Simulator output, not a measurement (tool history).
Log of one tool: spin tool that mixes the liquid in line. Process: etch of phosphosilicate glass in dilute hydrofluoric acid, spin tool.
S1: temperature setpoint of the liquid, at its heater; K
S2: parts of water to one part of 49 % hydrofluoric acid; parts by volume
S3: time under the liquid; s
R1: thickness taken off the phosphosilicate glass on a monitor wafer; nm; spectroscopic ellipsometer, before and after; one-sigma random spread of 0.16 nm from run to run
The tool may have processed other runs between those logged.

run  hour      S1   S2  S3      R1
  1   0.0  295.15  155  30  25.496
  2   8.9  295.15  155  30  25.677
  3  16.9  296.65  155  30  27.274
  4  25.7  296.65  155  30  27.440
  5  28.5  300.15  155  30  31.144
  6  31.8  299.15  160  30  28.029

The next listed run, before its measurement:
  7  38.7  298.15  165  30   ?

{"run 7": {"R1": 26.107}}
